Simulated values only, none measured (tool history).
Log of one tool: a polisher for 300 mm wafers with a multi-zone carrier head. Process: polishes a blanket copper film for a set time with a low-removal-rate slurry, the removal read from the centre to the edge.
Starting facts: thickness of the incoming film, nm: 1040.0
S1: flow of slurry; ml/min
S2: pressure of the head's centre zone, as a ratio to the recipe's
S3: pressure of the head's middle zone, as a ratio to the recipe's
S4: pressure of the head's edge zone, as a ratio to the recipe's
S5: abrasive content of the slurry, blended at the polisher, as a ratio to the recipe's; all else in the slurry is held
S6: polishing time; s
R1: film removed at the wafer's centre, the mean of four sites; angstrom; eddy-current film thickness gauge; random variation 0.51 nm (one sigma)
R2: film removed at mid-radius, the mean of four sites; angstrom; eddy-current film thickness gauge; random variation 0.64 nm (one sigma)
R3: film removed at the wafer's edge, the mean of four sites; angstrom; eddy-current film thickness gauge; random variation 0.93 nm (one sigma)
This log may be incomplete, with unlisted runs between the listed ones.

run	hour	S1	S2	S3	S4	S5	S6	R1	R2	R3
1	0	190	1	1	1	1	32	686.69	685.33	708.53
2	5.6	190	0.96	1	1	1	32	662.81	697.7	718.25
3	10.8	190	0.9	1	1	1	32	616.97	685.73	725.52
4	18	190	0.9	1.07	1	1	32	615.48	737.61	691.08
5	22.8	190	0.9	1.04	1	1	32	610.7	719.66	694.56
6	27.2	190	0.9	1.13	1	1	32	611.78	786.45	707.98
7	29.8	180	0.9	1.09	1	0.95	32	601.22	739.58	704.36
8	38.4	180	0.9	1.06	0.98	0.9	32	602.78	703.11	688.72
9	40.2	180	0.9	1.06	0.98	0.9	32	597.38	714.64	692.68
10	42.7	175	0.9	1.04	0.97	0.85	32	589.41	686.06	662.48
11	47.7	170	0.9	1.02	0.98	0.85	32	589.45	687.23	661.87

The next listed run, before its measurement:
12	54.2	175	0.89	0.99	0.98	0.85	32	?	?	?

R1: 572.02 angstrom
R2: 672.32 angstrom
R3: 674.76 angstrom
